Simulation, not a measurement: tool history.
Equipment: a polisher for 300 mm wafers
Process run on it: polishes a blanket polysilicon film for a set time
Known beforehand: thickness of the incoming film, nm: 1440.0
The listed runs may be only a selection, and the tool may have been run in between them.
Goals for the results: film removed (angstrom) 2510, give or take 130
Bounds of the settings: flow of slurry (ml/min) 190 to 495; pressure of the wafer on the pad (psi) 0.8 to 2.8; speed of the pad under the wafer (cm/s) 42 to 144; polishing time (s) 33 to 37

run	day	flow of slurry (ml/min)	pressure of the wafer on the pad (psi)	speed of the pad under the wafer (cm/s)	polishing time (s)	film removed (angstrom)
1	0	320	1.8	92	37	1654.7
2	0.312	360	1.8	92	37	1694.8
3	0.5	360	2	94	37	1916.1
4	0.746	360	2.3	94	37	2177.9
5	0.938	360	2.4	94	37	2236.5
6	1.075	360	2.4	74	37	1989.6
7	1.388	360	2.5	76	37	2052
8	1.475	360	2.6	78	37	2178.1

4 next moves are on the table. One of them brings every result within its allowed miss. Which?
A	1.562	265	2.7	76	37	?
B	1.562	410	2.1	110	36	?
C	1.562	405	2.8	84	37	?
D	1.562	425	2.5	92	35	?

move	film removed (angstrom)
A	2216.7
B	2180.2
C	2499
D	2243.1
A: an improvement on the last run, though not all results are within tolerance
B: as far off as the last run
C: all results in spec
D: an improvement on the last run, though not all results are within tolerance
So the answer is move C, the one that meets all the targets.

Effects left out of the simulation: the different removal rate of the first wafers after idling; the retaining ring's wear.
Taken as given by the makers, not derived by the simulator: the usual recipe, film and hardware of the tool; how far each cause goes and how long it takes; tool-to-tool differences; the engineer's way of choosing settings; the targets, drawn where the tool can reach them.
